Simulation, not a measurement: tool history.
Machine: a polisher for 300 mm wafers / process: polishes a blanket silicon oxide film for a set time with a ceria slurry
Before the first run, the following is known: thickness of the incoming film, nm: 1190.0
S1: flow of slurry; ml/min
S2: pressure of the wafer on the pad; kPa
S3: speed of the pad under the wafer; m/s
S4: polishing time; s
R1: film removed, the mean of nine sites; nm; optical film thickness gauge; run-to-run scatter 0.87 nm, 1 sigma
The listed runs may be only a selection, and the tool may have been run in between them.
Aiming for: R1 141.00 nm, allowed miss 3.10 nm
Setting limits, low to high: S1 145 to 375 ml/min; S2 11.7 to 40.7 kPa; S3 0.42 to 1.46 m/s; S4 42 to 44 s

| run | day | S1 | S2 | S3 | S4 | R1 |
|---|---|---|---|---|---|---|
| 1 | 0.000 | 240 | 26.2 | 0.94 | 42 | 165.35 |
| 2 | 0.146 | 235 | 24.8 | 0.94 | 42 | 159.25 |
| 3 | 0.262 | 235 | 24.1 | 0.94 | 42 | 153.74 |
| 4 | 0.488 | 230 | 23.4 | 0.94 | 42 | 149.48 |
|  | 0.642 | slurry nozzle cleaned |
| 5 | 0.642 | 225 | 22.8 | 0.94 | 42 | 156.09 |
| 6 | 0.883 | 245 | 22.8 | 0.94 | 42 | 157.36 |
| 7 | 1.229 | 230 | 22.8 | 0.94 | 42 | 155.07 |
| 8 | 1.525 | 230 | 21.4 | 0.94 | 42 | 146.63 |

Consider the 4 candidate settings below. Which is the only one whose results all fall within their allowed miss of target?
| A | 1.821 | 220 | 20.0 | 0.96 | 42 | ? |
| B | 1.821 | 285 | 16.5 | 1.18 | 42 | ? |
| C | 1.821 | 175 | 22.1 | 0.92 | 44 | ? |
| D | 1.821 | 240 | 18.6 | 1.10 | 42 | ? |

| move | R1 |
|---|---|
| A | 141.12 |
| B | 150.85 |
| C | 149.39 |
| D | 153.03 |
A: all results in spec
B: lands further from the targets than the last run did
C: lands further from the targets than the last run did
D: lands further from the targets than the last run did
Move A is the one to make.
